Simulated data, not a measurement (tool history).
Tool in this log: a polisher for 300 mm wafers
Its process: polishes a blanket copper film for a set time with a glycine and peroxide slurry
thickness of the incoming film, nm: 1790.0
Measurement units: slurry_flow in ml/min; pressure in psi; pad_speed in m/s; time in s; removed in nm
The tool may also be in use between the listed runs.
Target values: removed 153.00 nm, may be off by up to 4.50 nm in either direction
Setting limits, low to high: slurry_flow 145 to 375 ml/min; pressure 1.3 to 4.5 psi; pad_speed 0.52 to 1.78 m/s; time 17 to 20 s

run,hour,slurry_flow,pressure,pad_speed,time,removed
1,0.0,240,2.9,1.14,20,114.38
2,8.5,240,2.9,1.30,20,127.23
3,11.9,240,2.9,1.18,20,115.78
4,17.5,280,2.9,1.18,20,116.17
5,20.0,280,2.9,1.18,20,119.06
6,21.3,235,2.9,1.18,20,113.44
7,22.8,255,3.2,1.18,20,123.44
8,31.0,255,3.5,1.18,20,131.50
9,36.2,255,3.7,1.18,20,135.22

Pick the move, out of 5, that brings all results within their allowed miss; only one does.
A,41.4,235,4.2,1.32,19,?
B,41.4,245,3.4,1.28,18,?
C,41.4,325,3.4,1.40,17,?
D,41.4,270,3.4,1.26,17,?
E,41.4,210,4.3,1.20,20,?

move,removed
A,149.42
B,121.43
C,127.60
D,114.32
E,144.65
A: every result within its allowed miss
B: the biggest miss grows against the last run
C: the biggest miss grows against the last run
D: the biggest miss grows against the last run
E: moves toward the targets from the last run without getting all of them in spec
Answer: A
